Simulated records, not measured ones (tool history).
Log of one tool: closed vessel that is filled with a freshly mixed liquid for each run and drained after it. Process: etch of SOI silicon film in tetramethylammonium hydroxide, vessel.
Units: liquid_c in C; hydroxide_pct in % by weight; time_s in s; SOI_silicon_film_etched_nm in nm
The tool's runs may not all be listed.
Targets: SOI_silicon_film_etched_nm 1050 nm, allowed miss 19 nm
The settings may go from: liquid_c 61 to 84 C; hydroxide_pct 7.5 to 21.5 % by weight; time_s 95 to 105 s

run 1 hour=0 | liquid_c=74 hydroxide_pct=14.5 time_s=95 | SOI_silicon_film_etched_nm=739.45
run 2 hour=8 | liquid_c=74 hydroxide_pct=14.5 time_s=95 | SOI_silicon_film_etched_nm=737.97
run 3 hour=14.8 | liquid_c=74 hydroxide_pct=14.5 time_s=105 | SOI_silicon_film_etched_nm=814.23
run 4 hour=18.6 | liquid_c=74 hydroxide_pct=12 time_s=105 | SOI_silicon_film_etched_nm=898.51
run 5 hour=27.4 | liquid_c=74 hydroxide_pct=9 time_s=105 | SOI_silicon_film_etched_nm=989.61
run 6 hour=36.7 | liquid_c=74 hydroxide_pct=12 time_s=105 | SOI_silicon_film_etched_nm=890.54
run 7 hour=43.9 | liquid_c=74.5 hydroxide_pct=12 time_s=105 | SOI_silicon_film_etched_nm=915.8
run 8 hour=48.7 | liquid_c=75 hydroxide_pct=12 time_s=105 | SOI_silicon_film_etched_nm=944.97
run 9 hour=55 | liquid_c=76 hydroxide_pct=12 time_s=105 | SOI_silicon_film_etched_nm=1003.9
run 10 hour=62.2 | liquid_c=76.5 hydroxide_pct=12 time_s=105 | SOI_silicon_film_etched_nm=1024.5

Which of these 4 next moves meets every target?
run A hour=69.4 | liquid_c=78 hydroxide_pct=12 time_s=95 | SOI_silicon_film_etched_nm=?
run B hour=69.4 | liquid_c=76 hydroxide_pct=12 time_s=105 | SOI_silicon_film_etched_nm=?
run C hour=69.4 | liquid_c=78.5 hydroxide_pct=16 time_s=105 | SOI_silicon_film_etched_nm=?
run D hour=69.4 | liquid_c=76.5 hydroxide_pct=11.5 time_s=105 | SOI_silicon_film_etched_nm=?

move=A SOI_silicon_film_etched_nm=1008.5
move=B SOI_silicon_film_etched_nm=995.77
move=C SOI_silicon_film_etched_nm=1008.2
move=D SOI_silicon_film_etched_nm=1041.7
A: further off than the last run
B: further off than the last run
C: further off than the last run
D: meets every target
Move D is the one to make.

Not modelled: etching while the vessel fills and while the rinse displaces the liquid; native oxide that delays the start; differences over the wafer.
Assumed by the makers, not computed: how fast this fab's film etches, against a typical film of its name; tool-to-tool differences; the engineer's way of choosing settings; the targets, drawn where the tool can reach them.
